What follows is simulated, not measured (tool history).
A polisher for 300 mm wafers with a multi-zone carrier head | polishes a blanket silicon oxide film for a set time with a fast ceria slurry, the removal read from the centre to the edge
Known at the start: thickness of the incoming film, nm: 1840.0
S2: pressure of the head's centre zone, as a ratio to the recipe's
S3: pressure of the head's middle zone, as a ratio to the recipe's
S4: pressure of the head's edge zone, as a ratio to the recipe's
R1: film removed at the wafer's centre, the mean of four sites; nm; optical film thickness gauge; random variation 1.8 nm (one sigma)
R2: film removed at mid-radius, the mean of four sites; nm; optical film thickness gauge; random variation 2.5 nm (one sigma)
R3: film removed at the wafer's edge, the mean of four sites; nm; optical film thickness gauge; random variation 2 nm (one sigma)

Run 1, hour 0: flow of slurry (ml/min) 280, S2 1, S3 1, S4 1, polishing time (s) 36. Result: R1 340.48 nm, R2 347.14 nm, R3 340.69 nm.
Run 2, hour 3.6: flow of slurry (ml/min) 280, S2 1.05, S3 1, S4 1, polishing time (s) 36. Result: R1 361.23 nm, R2 346.55 nm, R3 340.36 nm.
Run 3, hour 6: flow of slurry (ml/min) 280, S2 1.05, S3 1.07, S4 1, polishing time (s) 36. Result: R1 364.66 nm, R2 355.98 nm, R3 342.31 nm.
Run 4, hour 13.7: flow of slurry (ml/min) 280, S2 1.05, S3 1.07, S4 0.96, polishing time (s) 36. Result: R1 363.11 nm, R2 358.93 nm, R3 334.09 nm.
Run 5, hour 18.1: flow of slurry (ml/min) 280, S2 1.05, S3 1.07, S4 1.04, polishing time (s) 36. Result: R1 359.72 nm, R2 363.44 nm, R3 348.42 nm.
Run 6, hour 25.7: flow of slurry (ml/min) 335, S2 1.05, S3 1.07, S4 1.04, polishing time (s) 36. Result: R1 369.11 nm, R2 371.19 nm, R3 354.96 nm.
Run 7, hour 32.9: flow of slurry (ml/min) 265, S2 0.95, S3 0.98, S4 0.94, polishing time (s) 30. Result: R1 267.08 nm, R2 279.28 nm, R3 277.8 nm.

The next listed run, before its measurement:
Run 8, hour 34.4: flow of slurry (ml/min) 265, S2 0.95, S3 0.98, S4 0.94, polishing time (s) 30. Result: R1 ?, R2 ?, R3 ?.

{"run 8": {"R1": 267.56, "R2": 285.07, "R3": 274.71}}
